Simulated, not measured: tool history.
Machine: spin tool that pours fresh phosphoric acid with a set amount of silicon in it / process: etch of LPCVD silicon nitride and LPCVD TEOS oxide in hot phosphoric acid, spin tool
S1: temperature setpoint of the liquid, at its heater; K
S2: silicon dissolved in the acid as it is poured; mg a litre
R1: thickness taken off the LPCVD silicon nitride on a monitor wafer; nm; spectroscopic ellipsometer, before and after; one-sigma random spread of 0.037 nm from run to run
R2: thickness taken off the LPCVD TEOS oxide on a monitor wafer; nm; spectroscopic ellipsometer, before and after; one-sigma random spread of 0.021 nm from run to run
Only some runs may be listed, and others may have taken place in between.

Run 1, hour 0: S1 433.15 K, S2 12.5 mg a litre, time under the liquid (s) 130. Result: R1 12.588 nm, R2 0.37675 nm.
Run 2, hour 1.4: S1 433.15 K, S2 19.5 mg a litre, time under the liquid (s) 130. Result: R1 12.599 nm, R2 0.33195 nm.
Run 3, hour 9.2: S1 433.15 K, S2 19.5 mg a litre, time under the liquid (s) 95. Result: R1 9.2216 nm, R2 0.24621 nm.
Run 4, hour 15.6: S1 434.15 K, S2 20 mg a litre, time under the liquid (s) 95. Result: R1 9.4852 nm, R2 0.26094 nm.
Run 5, hour 23.1: S1 434.15 K, S2 20 mg a litre, time under the liquid (s) 140. Result: R1 14.093 nm, R2 0.37281 nm.
Run 6, hour 28.7: S1 434.15 K, S2 23.5 mg a litre, time under the liquid (s) 140. Result: R1 14.004 nm, R2 0.33706 nm.
Run 7, hour 29.5: S1 433.15 K, S2 21 mg a litre, time under the liquid (s) 135. Result: R1 12.966 nm, R2 0.32922 nm.
Run 8, hour 36.8: S1 432.15 K, S2 19 mg a litre, time under the liquid (s) 130. Result: R1 12.064 nm, R2 0.30146 nm.
Run 9, hour 44.5: S1 431.65 K, S2 16.5 mg a litre, time under the liquid (s) 130. Result: R1 11.913 nm, R2 0.32872 nm.
At hour 46.8: thermometer replaced.
Run 10, hour 46.8: S1 431.15 K, S2 16 mg a litre, time under the liquid (s) 130. Result: R1 12.628 nm, R2 0.31506 nm.

Run 11 has not been measured yet. What should we expect?
Run 11, hour 49.3: S1 431.15 K, S2 16 mg a litre, time under the liquid (s) 130. Result: R1 ?, R2 ?.

R1: 12.543 nm
R2: 0.37219 nm
